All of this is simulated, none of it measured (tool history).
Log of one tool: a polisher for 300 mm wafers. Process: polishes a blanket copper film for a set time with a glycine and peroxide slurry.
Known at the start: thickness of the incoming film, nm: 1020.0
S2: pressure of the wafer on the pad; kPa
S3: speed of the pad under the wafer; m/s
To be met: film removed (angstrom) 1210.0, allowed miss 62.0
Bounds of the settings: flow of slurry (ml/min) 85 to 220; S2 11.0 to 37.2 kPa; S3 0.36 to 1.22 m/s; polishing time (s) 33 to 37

{"run": 1, "day": 0.0, "flow of slurry (ml/min)": 140, "S2": 24.1, "S3": 0.78, "polishing time (s)": 37, "film removed (angstrom)": 2275.0}
{"run": 2, "day": 0.321, "flow of slurry (ml/min)": 140, "S2": 20.0, "S3": 0.78, "polishing time (s)": 37, "film removed (angstrom)": 1905.5}
{"run": 3, "day": 0.533, "flow of slurry (ml/min)": 140, "S2": 20.0, "S3": 0.78, "polishing time (s)": 33, "film removed (angstrom)": 1719.2}
{"run": 4, "day": 0.767, "flow of slurry (ml/min)": 140, "S2": 17.9, "S3": 0.78, "polishing time (s)": 33, "film removed (angstrom)": 1592.8}
{"run": 5, "day": 0.875, "flow of slurry (ml/min)": 170, "S2": 17.9, "S3": 0.78, "polishing time (s)": 33, "film removed (angstrom)": 1666.7}
{"run": 6, "day": 1.108, "flow of slurry (ml/min)": 170, "S2": 15.9, "S3": 0.78, "polishing time (s)": 33, "film removed (angstrom)": 1482.8}
{"run": 7, "day": 1.204, "flow of slurry (ml/min)": 170, "S2": 15.9, "S3": 0.78, "polishing time (s)": 33, "film removed (angstrom)": 1459.8}
{"run": 8, "day": 1.321, "flow of slurry (ml/min)": 170, "S2": 15.2, "S3": 0.78, "polishing time (s)": 33, "film removed (angstrom)": 1387.8}
{"run": 9, "day": 1.617, "flow of slurry (ml/min)": 170, "S2": 14.5, "S3": 0.78, "polishing time (s)": 33, "film removed (angstrom)": 1378.0}
{"run": 10, "day": 1.954, "flow of slurry (ml/min)": 170, "S2": 13.8, "S3": 0.78, "polishing time (s)": 33, "film removed (angstrom)": 1324.4}
{"run": 11, "day": 2.317, "flow of slurry (ml/min)": 170, "S2": 13.1, "S3": 0.78, "polishing time (s)": 33, "film removed (angstrom)": 1288.9}
{"run": 12, "day": 2.492, "flow of slurry (ml/min)": 165, "S2": 11.0, "S3": 0.78, "polishing time (s)": 33, "film removed (angstrom)": 1131.3}

5 next moves are on the table. One of them brings every result within its allowed miss. Which?
{"run": "A", "day": 2.667, "flow of slurry (ml/min)": 185, "S2": 11.0, "S3": 0.7, "polishing time (s)": 33, "film removed (angstrom)": "?"}
{"run": "B", "day": 2.667, "flow of slurry (ml/min)": 150, "S2": 12.4, "S3": 0.58, "polishing time (s)": 33, "film removed (angstrom)": "?"}
{"run": "C", "day": 2.667, "flow of slurry (ml/min)": 160, "S2": 13.8, "S3": 0.68, "polishing time (s)": 33, "film removed (angstrom)": "?"}
{"run": "D", "day": 2.667, "flow of slurry (ml/min)": 135, "S2": 13.1, "S3": 0.64, "polishing time (s)": 33, "film removed (angstrom)": "?"}
{"run": "E", "day": 2.667, "flow of slurry (ml/min)": 140, "S2": 11.7, "S3": 0.6, "polishing time (s)": 34, "film removed (angstrom)": "?"}

move=A film_removed_(angstrom)=1090.7
move=B film_removed_(angstrom)=1044.5
move=C film_removed_(angstrom)=1224.4
move=D film_removed_(angstrom)=1112.0
move=E film_removed_(angstrom)=1039.5
A: further off than the last run
B: further off than the last run
C: meets every target
D: further off than the last run
E: further off than the last run
Answer: C
